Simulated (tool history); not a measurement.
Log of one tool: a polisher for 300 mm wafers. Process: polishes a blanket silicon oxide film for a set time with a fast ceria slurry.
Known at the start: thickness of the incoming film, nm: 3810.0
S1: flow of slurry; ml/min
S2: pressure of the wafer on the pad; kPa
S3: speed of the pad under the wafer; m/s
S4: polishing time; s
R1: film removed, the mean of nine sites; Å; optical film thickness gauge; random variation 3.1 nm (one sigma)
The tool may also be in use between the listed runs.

run  hour   S1    S2    S3  S4      R1
  1   0.0  280  22.1  1.24  36  6128.1
  2   6.9  350  22.1  1.24  36  6208.7
  3  10.7  350  20.0  1.18  36  5446.0
  4  16.0  350  24.8  1.18  36  6427.5
  5  23.3  350  22.8  1.12  36  5938.3
  6  30.8  350  28.3  1.12  36  7122.5
  7  37.4  350  25.5  1.06  36  6354.3
  8  41.7  350  23.4  0.98  35  5438.1

The next listed run, before its measurement:
     48.8  -- worn pad replaced by a new one
  9  48.8  350  21.4  0.92  35   ?

R1: 5226.1 Å

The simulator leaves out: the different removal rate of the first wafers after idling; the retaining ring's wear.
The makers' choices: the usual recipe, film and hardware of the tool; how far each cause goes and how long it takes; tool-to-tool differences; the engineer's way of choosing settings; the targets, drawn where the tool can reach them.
